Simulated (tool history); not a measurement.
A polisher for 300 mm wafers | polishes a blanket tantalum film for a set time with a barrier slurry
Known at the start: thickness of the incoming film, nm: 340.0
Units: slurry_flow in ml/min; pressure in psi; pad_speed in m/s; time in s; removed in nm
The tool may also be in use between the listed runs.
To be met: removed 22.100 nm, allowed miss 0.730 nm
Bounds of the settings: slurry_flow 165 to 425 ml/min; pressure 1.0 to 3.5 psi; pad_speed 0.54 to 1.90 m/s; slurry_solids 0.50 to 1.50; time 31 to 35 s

run 1 day=0.000 | slurry_flow=275 pressure=2.2 pad_speed=1.22 slurry_solids=1.00 time=35 | removed=72.996
run 2 day=0.204 | slurry_flow=275 pressure=2.2 pad_speed=1.22 slurry_solids=1.00 time=35 | removed=71.488
run 3 day=0.512 | slurry_flow=275 pressure=1.8 pad_speed=1.00 slurry_solids=0.95 time=35 | removed=49.706
run 4 day=0.679 | slurry_flow=275 pressure=1.6 pad_speed=0.86 slurry_solids=0.90 time=34 | removed=37.688
run 5 day=0.904 | slurry_flow=275 pressure=2.1 pad_speed=0.86 slurry_solids=0.90 time=34 | removed=48.521
run 6 day=0.983 | slurry_flow=275 pressure=2.6 pad_speed=0.86 slurry_solids=0.90 time=34 | removed=59.756
run 7 day=1.162 | slurry_flow=275 pressure=2.1 pad_speed=0.76 slurry_solids=0.90 time=34 | removed=43.980
run 8 day=1.246 | slurry_flow=275 pressure=1.5 pad_speed=0.54 slurry_solids=0.85 time=34 | removed=23.660

4 next moves are on the table. One of them brings every result within its allowed miss. Which?
run A day=1.329 | slurry_flow=300 pressure=1.3 pad_speed=0.62 slurry_solids=1.00 time=35 | removed=?
run B day=1.329 | slurry_flow=250 pressure=1.5 pad_speed=0.56 slurry_solids=0.85 time=35 | removed=?
run C day=1.329 | slurry_flow=215 pressure=1.4 pad_speed=0.56 slurry_solids=1.00 time=32 | removed=?
run D day=1.329 | slurry_flow=245 pressure=1.2 pad_speed=0.72 slurry_solids=0.80 time=34 | removed=?

move=A removed=24.968
move=B removed=24.922
move=C removed=22.027
move=D removed=23.485
A: further off than the last run
B: further off than the last run
C: meets every target
D: nearer than the last run, and not there yet
Answer: C
